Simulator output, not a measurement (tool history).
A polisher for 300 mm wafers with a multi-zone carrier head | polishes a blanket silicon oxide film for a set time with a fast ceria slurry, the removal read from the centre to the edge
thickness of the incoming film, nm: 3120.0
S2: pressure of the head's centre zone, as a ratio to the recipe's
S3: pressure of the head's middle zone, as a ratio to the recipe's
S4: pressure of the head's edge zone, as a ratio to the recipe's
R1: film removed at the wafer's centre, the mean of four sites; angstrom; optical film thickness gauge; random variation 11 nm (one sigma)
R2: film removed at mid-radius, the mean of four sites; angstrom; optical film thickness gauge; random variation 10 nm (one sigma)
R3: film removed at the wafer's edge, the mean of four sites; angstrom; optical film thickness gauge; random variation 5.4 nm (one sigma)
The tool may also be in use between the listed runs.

Run 1, day 0.000: flow of slurry (ml/min) 240, S2 1.00, S3 1.00, S4 1.00, polishing time (s) 82. Result: R1 10863.0 angstrom, R2 10748.0 angstrom, R3 11283.0 angstrom.
Run 2, day 0.179: flow of slurry (ml/min) 240, S2 1.00, S3 1.00, S4 0.97, polishing time (s) 82. Result: R1 10823.0 angstrom, R2 10677.0 angstrom, R3 11132.0 angstrom.
Run 3, day 0.412: flow of slurry (ml/min) 240, S2 1.05, S3 1.00, S4 0.97, polishing time (s) 82. Result: R1 11415.0 angstrom, R2 10729.0 angstrom, R3 11209.0 angstrom.
Run 4, day 0.508: flow of slurry (ml/min) 240, S2 1.06, S3 1.01, S4 0.94, polishing time (s) 77. Result: R1 10774.0 angstrom, R2 10275.0 angstrom, R3 10235.0 angstrom.
Run 5, day 0.612: flow of slurry (ml/min) 235, S2 1.06, S3 1.00, S4 0.92, polishing time (s) 74. Result: R1 10235.0 angstrom, R2 9879.6 angstrom, R3 9624.5 angstrom.
Run 6, day 0.688: flow of slurry (ml/min) 230, S2 1.06, S3 0.98, S4 0.90, polishing time (s) 72. Result: R1 9938.7 angstrom, R2 9272.5 angstrom, R3 9401.2 angstrom.

Run 7 comes next. What will it give?
Run 7, day 1.008: flow of slurry (ml/min) 225, S2 1.07, S3 0.98, S4 0.88, polishing time (s) 70. Result: R1 ?, R2 ?, R3 ?.

{"run 7": {"R1": 9879.4, "R2": 8897.2, "R3": 8925.2}}
